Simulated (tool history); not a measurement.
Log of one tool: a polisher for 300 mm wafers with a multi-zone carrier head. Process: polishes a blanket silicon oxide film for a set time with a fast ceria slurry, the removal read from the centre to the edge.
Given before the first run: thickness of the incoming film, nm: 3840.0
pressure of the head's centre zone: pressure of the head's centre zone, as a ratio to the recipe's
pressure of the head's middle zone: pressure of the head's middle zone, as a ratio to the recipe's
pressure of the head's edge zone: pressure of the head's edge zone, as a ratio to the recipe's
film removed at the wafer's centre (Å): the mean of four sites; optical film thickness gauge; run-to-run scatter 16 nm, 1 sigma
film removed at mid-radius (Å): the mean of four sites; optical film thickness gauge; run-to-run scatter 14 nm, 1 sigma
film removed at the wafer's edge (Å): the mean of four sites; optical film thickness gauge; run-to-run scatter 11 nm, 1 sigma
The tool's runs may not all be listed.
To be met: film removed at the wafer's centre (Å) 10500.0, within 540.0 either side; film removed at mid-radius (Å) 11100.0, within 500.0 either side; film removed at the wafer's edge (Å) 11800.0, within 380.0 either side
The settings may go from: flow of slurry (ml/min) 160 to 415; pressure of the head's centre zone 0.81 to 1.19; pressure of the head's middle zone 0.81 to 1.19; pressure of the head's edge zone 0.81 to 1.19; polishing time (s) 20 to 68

run,day,flow of slurry (ml/min),pressure of the head's centre zone,pressure of the head's middle zone,pressure of the head's edge zone,polishing time (s),film removed at the wafer's centre (Å),film removed at mid-radius (Å),film removed at the wafer's edge (Å)
1,0.000,265,1.00,1.00,1.00,44,8206.0,8306.6,8500.9
2,0.129,265,1.00,1.08,1.00,44,8206.5,8855.7,8486.1
3,0.396,265,0.93,1.08,1.00,44,7626.8,8895.8,8422.6
4,0.483,265,0.93,1.08,1.06,44,7697.0,9138.6,8694.7
5,0.521,265,0.97,1.08,1.06,44,8011.8,9045.0,8585.6
6,0.838,265,0.97,1.06,1.07,46,8511.4,9213.0,9131.4
7,1.000,265,0.97,1.06,1.07,46,8204.7,9412.5,9233.5
8,1.075,270,0.99,1.05,1.08,47,8942.7,9451.0,9443.0
9,1.312,270,0.98,1.04,1.09,48,8950.1,9635.6,9589.1

4 next moves are on the table. One of them brings every result within its allowed miss. Which?
A,1.550,185,0.86,0.86,1.17,65,?,?,?
B,1.550,200,0.96,0.90,1.13,60,?,?,?
C,1.550,180,0.95,0.98,1.05,61,?,?,?
D,1.550,165,0.81,1.13,1.19,56,?,?,?

move,film removed at the wafer's centre (Å),film removed at mid-radius (Å),film removed at the wafer's edge (Å)
A,10134.0,10862.0,13235.0
B,10560.0,10499.0,12088.0
C,10485.0,11324.0,11755.0
D,8106.3,11617.0,11339.0
A: pushes the last run's worst result past its target
B: the furthest-off result lands on target, but another misses its tolerance
C: meets every target
D: nearer the targets than the last run, but a result is still out of spec
Correct choice: C, which meets every target
